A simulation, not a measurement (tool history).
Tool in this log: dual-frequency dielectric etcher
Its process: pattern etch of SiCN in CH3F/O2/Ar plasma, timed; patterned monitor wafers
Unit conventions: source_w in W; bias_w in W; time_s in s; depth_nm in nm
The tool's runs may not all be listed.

| run | hour | source_w | bias_w | time_s | depth_nm |
|---|---|---|---|---|---|
| 1 | 0.0 | 410 | 61 | 144.5 | 55.179 |
| 2 | 2.6 | 460 | 62 | 144.5 | 57.299 |
| 3 | 7.9 | 490 | 65 | 144.5 | 59.665 |
| 4 | 16.2 | 490 | 65 | 144.5 | 59.989 |
| 5 | 23.7 | 510 | 66 | 144.5 | 61.022 |
| 6 | 31.1 | 510 | 71 | 144.5 | 62.505 |
| 7 | 32.7 | 520 | 71 | 144.5 | 62.583 |

Expected results for the next run?
| 8 | 40.3 | 520 | 71 | 144.5 | ? |

depth_nm: 62.806 nm

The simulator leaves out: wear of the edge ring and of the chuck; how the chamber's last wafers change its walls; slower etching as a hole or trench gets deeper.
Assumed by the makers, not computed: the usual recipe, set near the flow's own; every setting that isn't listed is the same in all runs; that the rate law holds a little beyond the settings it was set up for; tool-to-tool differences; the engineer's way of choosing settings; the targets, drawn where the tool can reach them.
